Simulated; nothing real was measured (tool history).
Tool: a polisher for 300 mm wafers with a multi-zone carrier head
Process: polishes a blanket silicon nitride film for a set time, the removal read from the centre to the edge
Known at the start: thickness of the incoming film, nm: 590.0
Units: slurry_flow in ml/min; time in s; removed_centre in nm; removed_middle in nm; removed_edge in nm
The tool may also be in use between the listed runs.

| run | hour | slurry_flow | centre_zone | middle_zone | edge_zone | time | removed_centre | removed_middle | removed_edge |
|---|---|---|---|---|---|---|---|---|---|
| 1 | 0 | 195 | 1 | 1 | 1 | 50 | 105.8 | 106.66 | 109.2 |
| 2 | 7.3 | 185 | 1.02 | 0.96 | 0.96 | 48 | 102.67 | 96.574 | 101.27 |
| 3 | 11.3 | 185 | 1.02 | 1.02 | 0.96 | 48 | 105 | 103.22 | 100.77 |
| 4 | 16.4 | 185 | 1.02 | 1.02 | 0.96 | 43 | 91.599 | 93.111 | 90.465 |
| 5 | 20.7 | 200 | 1.02 | 1.02 | 0.96 | 43 | 93.061 | 95.027 | 90.218 |
| 6 | 21.4 | 200 | 0.96 | 1.02 | 0.96 | 43 | 87.503 | 93.153 | 90.072 |

The next listed run, before its measurement:
| 7 | 21.9 | 195 | 1 | 0.98 | 0.94 | 43 | ? | ? | ? |

{"run 7": {"removed_centre": 89.85, "removed_middle": 91.792, "removed_edge": 89.688}}
